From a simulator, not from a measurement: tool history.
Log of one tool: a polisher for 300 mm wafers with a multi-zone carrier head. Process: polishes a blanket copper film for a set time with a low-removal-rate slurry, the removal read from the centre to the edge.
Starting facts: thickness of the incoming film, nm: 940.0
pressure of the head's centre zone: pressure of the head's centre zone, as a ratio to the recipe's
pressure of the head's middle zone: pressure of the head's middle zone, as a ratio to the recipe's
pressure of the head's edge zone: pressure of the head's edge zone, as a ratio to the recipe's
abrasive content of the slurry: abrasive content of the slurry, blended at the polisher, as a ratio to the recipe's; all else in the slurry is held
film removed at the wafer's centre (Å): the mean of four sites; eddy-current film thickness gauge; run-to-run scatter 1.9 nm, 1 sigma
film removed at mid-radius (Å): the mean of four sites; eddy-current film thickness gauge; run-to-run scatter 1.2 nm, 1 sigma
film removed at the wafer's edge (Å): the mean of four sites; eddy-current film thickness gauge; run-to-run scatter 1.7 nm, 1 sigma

run,day,flow of slurry (ml/min),pressure of the head's centre zone,pressure of the head's middle zone,pressure of the head's edge zone,abrasive content of the slurry,polishing time (s),film removed at the wafer's centre (Å),film removed at mid-radius (Å),film removed at the wafer's edge (Å)
1,0.000,305,1.00,1.00,1.00,1.00,74,1891.4,1816.7,1841.5
2,0.325,305,1.00,1.00,1.05,1.00,74,1832.4,1800.7,1857.5
3,0.696,305,0.97,0.99,1.05,0.90,71,1681.3,1687.7,1809.4
4,0.975,305,0.97,1.02,1.05,0.90,71,1681.9,1748.3,1771.7
5,1.188,305,0.97,1.07,1.05,0.90,71,1726.8,1771.2,1800.7
6,1.383,305,0.96,1.04,1.04,0.80,68,1610.7,1642.3,1669.1
7,1.567,300,0.94,1.01,1.03,0.75,67,1531.4,1566.6,1617.2
8,1.712,295,0.92,0.99,1.02,0.70,67,1496.3,1568.6,1624.2
9,1.892,295,0.91,0.98,1.02,0.65,65,1430.7,1488.1,1532.3
10,2.054,295,0.90,0.96,1.02,0.60,65,1405.6,1449.5,1528.3
11,2.150,295,0.89,0.95,1.02,0.60,64,1393.7,1430.4,1513.9

For run 12, what comes out?
12,2.504,290,0.88,0.94,1.02,0.60,64,?,?,?

film removed at the wafer's centre (Å): 1382.4
film removed at mid-radius (Å): 1423.6
film removed at the wafer's edge (Å): 1481.6
